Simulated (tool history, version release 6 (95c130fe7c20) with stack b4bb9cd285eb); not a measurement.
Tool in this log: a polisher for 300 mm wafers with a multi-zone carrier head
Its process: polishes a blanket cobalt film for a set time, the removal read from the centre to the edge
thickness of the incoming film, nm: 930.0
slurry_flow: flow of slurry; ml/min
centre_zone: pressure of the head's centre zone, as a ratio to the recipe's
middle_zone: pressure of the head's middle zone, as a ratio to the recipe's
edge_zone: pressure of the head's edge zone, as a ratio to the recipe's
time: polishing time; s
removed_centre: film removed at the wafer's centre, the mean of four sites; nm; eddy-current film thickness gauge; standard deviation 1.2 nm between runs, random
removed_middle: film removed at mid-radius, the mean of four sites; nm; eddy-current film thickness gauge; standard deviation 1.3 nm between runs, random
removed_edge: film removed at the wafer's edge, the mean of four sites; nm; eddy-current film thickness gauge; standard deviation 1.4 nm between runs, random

| run | hour | slurry_flow | centre_zone | middle_zone | edge_zone | time | removed_centre | removed_middle | removed_edge |
|---|---|---|---|---|---|---|---|---|---|
| 1 | 0.0 | 215 | 1.00 | 1.00 | 1.00 | 38 | 286.11 | 288.12 | 282.77 |
| 2 | 3.5 | 200 | 0.98 | 0.96 | 0.99 | 35 | 258.32 | 258.03 | 260.88 |
| 3 | 4.4 | 200 | 0.98 | 0.96 | 0.99 | 26 | 190.40 | 190.96 | 191.03 |
| 4 | 10.9 | 200 | 0.98 | 0.92 | 0.99 | 26 | 190.89 | 188.21 | 192.10 |
| 5 | 19.8 | 190 | 0.98 | 0.90 | 1.01 | 26 | 188.84 | 183.67 | 194.17 |
| 6 | 27.8 | 185 | 0.98 | 0.88 | 1.02 | 26 | 190.16 | 176.73 | 193.95 |
| 7 | 31.3 | 180 | 0.97 | 0.88 | 1.03 | 26 | 184.11 | 177.74 | 193.83 |

Run 8 has not been measured yet. What should we expect?
| 8 | 32.5 | 180 | 0.97 | 0.87 | 1.04 | 26 | ? | ? | ? |

removed_centre: 186.36 nm
removed_middle: 176.84 nm
removed_edge: 194.26 nm
